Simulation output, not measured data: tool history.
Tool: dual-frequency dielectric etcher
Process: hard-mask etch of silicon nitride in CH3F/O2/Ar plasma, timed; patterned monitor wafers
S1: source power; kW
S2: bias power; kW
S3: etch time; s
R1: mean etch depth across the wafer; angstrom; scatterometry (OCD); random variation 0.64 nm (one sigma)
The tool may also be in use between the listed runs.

| run | hour | S1 | S2 | S3 | R1 |
|---|---|---|---|---|---|
| 1 | 0 | 0.31 | 0.082 | 266.5 | 1739.8 |
| 2 | 1.4 | 0.28 | 0.075 | 266.5 | 1614.4 |
| 3 | 7.6 | 0.28 | 0.075 | 278 | 1689.4 |
| 4 | 9.9 | 0.26 | 0.07 | 276.5 | 1573.5 |
| 5 | 15.9 | 0.26 | 0.06 | 276.5 | 1484.2 |
| 6 | 18 | 0.26 | 0.055 | 276.5 | 1432.6 |
| 7 | 18.6 | 0.2 | 0.051 | 276 | 1244.5 |

The next listed run, before its measurement:
| 8 | 27 | 0.21 | 0.051 | 276 | ? |

Run 8 gave R1 1267.1 angstrom.
